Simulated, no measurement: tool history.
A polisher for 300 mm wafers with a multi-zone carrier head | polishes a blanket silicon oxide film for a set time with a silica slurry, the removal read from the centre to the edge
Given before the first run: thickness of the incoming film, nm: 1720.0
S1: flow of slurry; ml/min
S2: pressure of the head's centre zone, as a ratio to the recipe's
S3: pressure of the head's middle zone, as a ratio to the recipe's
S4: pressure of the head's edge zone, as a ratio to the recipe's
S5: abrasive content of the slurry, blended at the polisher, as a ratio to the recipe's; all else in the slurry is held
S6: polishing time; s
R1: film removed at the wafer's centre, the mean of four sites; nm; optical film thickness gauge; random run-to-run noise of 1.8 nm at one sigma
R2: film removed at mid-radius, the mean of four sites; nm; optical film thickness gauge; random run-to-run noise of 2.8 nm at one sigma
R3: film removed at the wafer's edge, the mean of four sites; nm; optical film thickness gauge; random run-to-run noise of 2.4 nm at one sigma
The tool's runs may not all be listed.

run 1 hour=0 | S1=160 S2=1 S3=1 S4=1 S5=1 S6=51 | R1=213.21 R2=205.13 R3=201.42
run 2 hour=8.4 | S1=160 S2=0.92 S3=1 S4=1 S5=1 S6=51 | R1=193.03 R2=205.36 R3=194.3
run 3 hour=17.1 | S1=160 S2=0.84 S3=1 S4=1 S5=1 S6=51 | R1=175.55 R2=200.05 R3=196.36
run 4 hour=22.4 | S1=175 S2=0.86 S3=0.99 S4=1.02 S5=1 S6=51 | R1=182.04 R2=206.87 R3=206.14
run 5 hour=25.3 | S1=175 S2=0.86 S3=0.99 S4=1.02 S5=0.9 S6=51 | R1=176.03 R2=196.21 R3=193.54
run 6 hour=27.4 | S1=190 S2=0.88 S3=0.98 S4=1.03 S5=0.9 S6=51 | R1=183.34 R2=202.06 R3=193.8
run 7 hour=34.9 | S1=195 S2=0.89 S3=0.96 S4=1.06 S5=0.9 S6=51 | R1=182.07 R2=193.13 R3=198.39
run 8 hour=38.2 | S1=205 S2=0.9 S3=0.96 S4=1.07 S5=0.9 S6=51 | R1=189.09 R2=196.05 R3=201.64
run 9 hour=44.5 | S1=215 S2=0.9 S3=0.96 S4=1.08 S5=0.9 S6=51 | R1=189.21 R2=198.64 R3=207.67

Run 10, settings as shown, results not yet in. Your forecast:
run 10 hour=45.8 | S1=220 S2=0.91 S3=0.96 S4=1.08 S5=0.9 S6=51 | R1=? R2=? R3=?

{"run 10": {"R1": 193.44, "R2": 197.76, "R3": 204.41}}
